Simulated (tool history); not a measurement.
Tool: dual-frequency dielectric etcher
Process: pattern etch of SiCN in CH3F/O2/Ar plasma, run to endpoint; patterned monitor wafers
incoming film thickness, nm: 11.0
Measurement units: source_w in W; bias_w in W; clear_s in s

| run | day | source_w | bias_w | clear_s |
|---|---|---|---|---|
| 1 | 0.000 | 300 | 105 | 29.299 |
| 2 | 0.250 | 290 | 103 | 29.896 |
| 3 | 0.604 | 280 | 101 | 30.389 |
| 4 | 0.767 | 270 | 99 | 31.308 |
| 5 | 1.025 | 260 | 98 | 31.617 |
| 6 | 1.325 | 300 | 98 | 30.154 |

Estimate the outcome of run 7 from the log above:
| 7 | 1.467 | 290 | 97 | ? |

clear_s: 30.801 s

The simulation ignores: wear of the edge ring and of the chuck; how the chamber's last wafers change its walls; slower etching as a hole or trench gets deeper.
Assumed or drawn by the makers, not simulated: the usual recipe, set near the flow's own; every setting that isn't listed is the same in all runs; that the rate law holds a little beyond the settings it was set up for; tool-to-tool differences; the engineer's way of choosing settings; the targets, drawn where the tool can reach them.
